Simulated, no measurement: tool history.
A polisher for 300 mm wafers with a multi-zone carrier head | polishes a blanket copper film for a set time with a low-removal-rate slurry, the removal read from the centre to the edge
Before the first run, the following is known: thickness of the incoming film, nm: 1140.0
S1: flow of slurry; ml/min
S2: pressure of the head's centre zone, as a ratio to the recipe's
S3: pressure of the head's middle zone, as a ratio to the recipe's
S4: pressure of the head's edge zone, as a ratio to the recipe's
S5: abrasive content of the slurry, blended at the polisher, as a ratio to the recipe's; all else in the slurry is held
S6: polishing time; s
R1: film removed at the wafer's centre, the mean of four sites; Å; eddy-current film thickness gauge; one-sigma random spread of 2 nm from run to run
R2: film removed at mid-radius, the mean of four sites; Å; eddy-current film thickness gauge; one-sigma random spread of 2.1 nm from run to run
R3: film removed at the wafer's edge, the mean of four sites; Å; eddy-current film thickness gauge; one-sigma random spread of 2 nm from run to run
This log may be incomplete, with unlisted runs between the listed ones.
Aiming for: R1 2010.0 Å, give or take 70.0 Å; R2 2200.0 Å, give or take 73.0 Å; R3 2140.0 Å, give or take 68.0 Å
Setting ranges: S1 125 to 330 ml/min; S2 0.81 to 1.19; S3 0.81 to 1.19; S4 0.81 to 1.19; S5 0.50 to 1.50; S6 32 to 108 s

run  hour   S1    S2    S3    S4    S5  S6      R1      R2      R3
  1   0.0  210  1.00  1.00  1.00  1.00  70  1794.1  1821.6  1788.1
  2   3.5  225  1.00  1.03  1.05  1.10  70  1839.7  1945.2  1880.5
  3   5.6  240  1.01  1.04  1.09  1.15  70  1901.4  1976.4  1950.0
  4   9.9  250  1.01  1.06  1.12  1.20  70  1949.9  2021.9  1997.2
  5  11.8  250  1.01  1.06  1.12  1.20  58  1630.5  1696.5  1669.5
  6  17.6  250  1.01  1.06  1.12  1.20  42  1191.1  1204.5  1210.7
  7  25.3  255  1.00  1.08  1.14  1.30  51  1440.9  1534.7  1509.8
  8  29.4  255  1.00  1.09  1.15  1.35  56  1633.6  1705.6  1675.1
  9  37.7  260  0.99  1.10  1.16  1.40  59  1685.1  1836.1  1793.6
 10  41.7  265  0.99  1.11  1.17  1.45  62  1783.5  1964.1  1890.2
 11  44.7  265  0.99  1.11  1.18  1.45  64  1838.6  1995.2  1962.5
 12  50.6  270  0.99  1.12  1.18  1.45  65  1873.3  2050.8  2023.7
 13  53.9  275  1.00  1.13  1.18  1.45  66  1947.0  2112.8  2052.8
 14  56.3  280  1.00  1.13  1.18  1.45  66  1942.3  2085.2  2057.8

Next run, 4 choices. One meets every target within its allowed miss, the rest don't. Which?
  A  58.7  270  0.86  1.13  1.19  1.45  75   ?   ?   ?
  B  58.7  215  0.99  1.12  1.16  1.50  71   ?   ?   ?
  C  58.7  320  0.86  1.02  1.19  1.20  76   ?   ?   ?
  D  58.7  270  0.87  1.14  1.19  1.50  74   ?   ?   ?

move      R1      R2      R3
   A  1926.8  2417.6  2364.8
   B  2038.9  2227.2  2184.2
   C  1898.0  2234.9  2319.1
   D  1938.9  2418.7  2352.9
A: carries the result that was furthest off beyond its target, to the other side
B: each result inside its tolerance
C: the worst result of the last run now meets its target, but another is out of spec
D: carries the result that was furthest off beyond its target, to the other side
Go with B: it meets all targets.
